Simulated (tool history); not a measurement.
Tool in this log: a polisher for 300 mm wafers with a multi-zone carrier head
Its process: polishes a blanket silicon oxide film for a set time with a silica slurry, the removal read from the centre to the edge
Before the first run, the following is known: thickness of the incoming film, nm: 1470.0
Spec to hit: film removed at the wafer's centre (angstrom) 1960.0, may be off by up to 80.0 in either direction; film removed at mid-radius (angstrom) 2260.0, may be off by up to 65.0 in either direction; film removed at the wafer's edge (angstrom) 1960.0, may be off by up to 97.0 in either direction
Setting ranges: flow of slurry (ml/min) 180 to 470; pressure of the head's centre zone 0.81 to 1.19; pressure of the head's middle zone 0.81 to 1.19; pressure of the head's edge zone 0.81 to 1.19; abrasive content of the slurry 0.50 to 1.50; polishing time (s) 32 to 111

run  hour  flow of slurry (ml/min)  pressure of the head's centre zone  pressure of the head's middle zone  pressure of the head's edge zone  abrasive content of the slurry  polishing time (s)  film removed at the wafer's centre (angstrom)  film removed at mid-radius (angstrom)  film removed at the wafer's edge (angstrom)
  1   0.0                      300                                1.00                                1.00                              1.00                            1.00                  71                                         2665.5                                 2577.9                                       2590.5
  2   8.5                      300                                0.99                                1.01                              0.98                            0.95                  71                                         2527.8                                 2524.2                                       2465.9
  3  15.8                      300                                0.99                                1.01                              0.98                            0.95                  85                                         3079.6                                 3023.8                                       2943.0
  4  21.2                      300                                0.98                                1.01                              0.96                            0.90                  84                                         2959.4                                 2884.7                                       2843.4
  5  26.5                      300                                0.97                                1.03                              0.95                            0.85                  83                                         2761.6                                 2758.4                                       2731.9
  6  27.6                      300                                0.97                                1.10                              0.95                            0.85                  83                                         2740.7                                 2943.0                                       2735.1
  7  31.9                      305                                0.97                                1.11                              0.93                            0.80                  82                                         2637.0                                 2752.5                                       2468.5
  8  36.5                      305                                0.96                                1.12                              0.92                            0.75                  82                                         2450.3                                 2698.2                                       2432.1
  9  38.0                      305                                0.96                                1.12                              0.92                            0.75                  82                                         2465.0                                 2707.2                                       2319.3
 10  40.6                      305                                0.95                                1.11                              0.91                            0.75                  82                                         2429.8                                 2674.1                                       2362.7
 11  49.0                      305                                0.94                                1.11                              0.90                            0.75                  82                                         2437.7                                 2672.1                                       2325.4

Which of these 4 next moves meets every target?
  A  57.4                      205                                0.97                                1.19                              0.98                            0.55                  90                                              ?                                      ?                                            ?
  B  57.4                      285                                0.87                                1.05                              0.94                            0.75                  77                                              ?                                      ?                                            ?
  C  57.4                      275                                0.88                                1.09                              0.91                            0.70                  68                                              ?                                      ?                                            ?
  D  57.4                      270                                0.95                                1.02                              0.84                            0.70                  75                                              ?                                      ?                                            ?

move  film removed at the wafer's centre (angstrom)  film removed at mid-radius (angstrom)  film removed at the wafer's edge (angstrom)
   A                                         1982.7                                 2234.5                                       1935.3
   B                                         2161.9                                 2380.2                                       2231.3
   C                                         1815.7                                 2045.4                                       1830.1
   D                                         2123.4                                 2127.4                                       1945.5
A: all results land within tolerance of their targets
B: an improvement on the last run, though not all results are within tolerance
C: pushes the last run's worst result past its target
D: pushes the last run's worst result past its target
Correct choice: A, which meets every target

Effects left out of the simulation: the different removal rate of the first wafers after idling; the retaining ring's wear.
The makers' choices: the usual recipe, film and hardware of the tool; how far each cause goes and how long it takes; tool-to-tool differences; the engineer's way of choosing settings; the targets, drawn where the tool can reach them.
